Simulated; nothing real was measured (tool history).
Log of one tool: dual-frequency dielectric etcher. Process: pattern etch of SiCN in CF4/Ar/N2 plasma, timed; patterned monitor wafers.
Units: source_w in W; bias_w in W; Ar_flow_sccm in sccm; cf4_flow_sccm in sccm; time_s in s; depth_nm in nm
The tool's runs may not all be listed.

run	hour	source_w	bias_w	Ar_flow_sccm	cf4_flow_sccm	time_s	depth_nm
1	0	470	88	78	45	83	73.223
2	8.6	430	87	78	45	83	68.651
3	16.7	430	87	83	45	83	68.339
4	20.4	430	87	71	45	83	69.999
5	28.1	430	87	71	50	83	70.653
6	32.5	390	86	71	50	83	66.347
7	38.2	290	83	72	50	83	54.708
8	44.8	290	83	72	50	83	54.727

Forecast run 9:
9	45.5	300	83	72	50	83	?

{"run 9": {"depth_nm": 55.538}}
